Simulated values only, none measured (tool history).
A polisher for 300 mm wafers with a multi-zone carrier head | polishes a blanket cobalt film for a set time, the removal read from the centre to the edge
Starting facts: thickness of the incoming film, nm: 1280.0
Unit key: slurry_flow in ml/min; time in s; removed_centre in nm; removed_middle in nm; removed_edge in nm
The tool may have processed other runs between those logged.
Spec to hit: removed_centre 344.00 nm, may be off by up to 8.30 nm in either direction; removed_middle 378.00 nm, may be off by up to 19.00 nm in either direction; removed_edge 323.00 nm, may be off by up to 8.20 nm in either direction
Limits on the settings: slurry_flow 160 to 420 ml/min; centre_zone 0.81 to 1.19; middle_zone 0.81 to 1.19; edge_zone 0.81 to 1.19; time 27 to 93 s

| run | hour | slurry_flow | centre_zone | middle_zone | edge_zone | time | removed_centre | removed_middle | removed_edge |
|---|---|---|---|---|---|---|---|---|---|
| 1 | 0.0 | 270 | 1.00 | 1.00 | 1.00 | 59 | 270.69 | 254.12 | 253.87 |
| 2 | 1.3 | 270 | 1.03 | 1.00 | 1.00 | 59 | 276.82 | 254.80 | 255.01 |
| 3 | 3.7 | 275 | 1.03 | 1.02 | 1.01 | 60 | 286.46 | 264.69 | 260.60 |
| 4 | 8.4 | 280 | 1.02 | 1.04 | 1.02 | 61 | 284.73 | 275.83 | 268.56 |
|  | 10.9 | centre zone pressure recalibrated |
| 5 | 10.9 | 280 | 1.02 | 1.04 | 1.09 | 61 | 270.52 | 272.43 | 272.92 |
| 6 | 11.8 | 255 | 1.02 | 1.04 | 1.09 | 61 | 270.14 | 275.73 | 270.11 |
| 7 | 20.5 | 250 | 1.03 | 1.06 | 1.10 | 62 | 273.95 | 287.80 | 278.52 |
| 8 | 25.7 | 245 | 1.05 | 1.07 | 1.10 | 63 | 281.87 | 286.08 | 279.30 |
| 9 | 28.7 | 245 | 1.05 | 1.07 | 1.10 | 63 | 283.21 | 284.53 | 279.03 |
| 10 | 32.7 | 250 | 1.05 | 1.08 | 1.09 | 64 | 291.22 | 292.02 | 288.63 |
| 11 | 41.6 | 240 | 1.04 | 1.09 | 1.06 | 65 | 289.24 | 301.57 | 281.86 |
| 12 | 50.6 | 240 | 1.04 | 1.09 | 1.06 | 65 | 289.61 | 298.41 | 280.42 |
| 13 | 57.2 | 250 | 1.04 | 1.10 | 1.05 | 66 | 291.61 | 302.65 | 292.01 |
| 14 | 59.8 | 175 | 1.10 | 1.19 | 1.00 | 77 | 336.30 | 353.25 | 316.32 |
| 15 | 68.2 | 180 | 1.09 | 1.19 | 0.99 | 77 | 342.11 | 367.13 | 315.64 |

Which single option among these 5 for the next run brings every result within its allowed miss of target? Just one does.
| A | 76.6 | 230 | 1.06 | 1.17 | 0.93 | 75 | ? | ? | ? |
| B | 76.6 | 170 | 1.10 | 1.18 | 0.94 | 78 | ? | ? | ? |
| C | 76.6 | 205 | 1.04 | 1.18 | 0.95 | 80 | ? | ? | ? |
| D | 76.6 | 170 | 1.08 | 1.03 | 1.05 | 79 | ? | ? | ? |
| E | 76.6 | 285 | 1.08 | 1.19 | 0.97 | 73 | ? | ? | ? |

| move | removed_centre | removed_middle | removed_edge |
|---|---|---|---|
| A | 339.18 | 350.64 | 304.97 |
| B | 345.16 | 348.18 | 306.53 |
| C | 347.96 | 369.92 | 324.18 |
| D | 342.86 | 317.45 | 328.04 |
| E | 346.79 | 355.34 | 309.02 |
A: lands further from the targets than the last run did
B: lands further from the targets than the last run did
C: in spec on every target
D: the worst result of the last run now meets its target, but another is out of spec
E: lands further from the targets than the last run did
The move that meets every target is C.
